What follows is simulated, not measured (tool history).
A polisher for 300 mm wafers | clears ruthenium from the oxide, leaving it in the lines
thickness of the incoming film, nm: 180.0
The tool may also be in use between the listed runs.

run  hour  flow of slurry (ml/min)  pressure of the wafer on the pad (psi)  speed of the pad under the wafer (cm/s)  overpolish time after the end point (s)  time until the end point was called (s)
  1     0                      220                                     2.5                                       98                                       30                                   154.61
  2   6.4                      220                                     2.5                                       82                                       30                                   179.39
  3   9.9                      270                                     2.5                                       82                                       30                                   178.62
  4  10.8                      270                                     2.5                                       82                                       30                                   174.73
  5  16.8                      270                                     2.5                                       82                                       32                                   177.91
  6  17.9                      270                                     2.6                                       82                                       32                                   169.11

Forecast run 7:
  7    21                      270                                     2.7                                       82                                       32                                        ?

time until the end point was called (s): 166.43

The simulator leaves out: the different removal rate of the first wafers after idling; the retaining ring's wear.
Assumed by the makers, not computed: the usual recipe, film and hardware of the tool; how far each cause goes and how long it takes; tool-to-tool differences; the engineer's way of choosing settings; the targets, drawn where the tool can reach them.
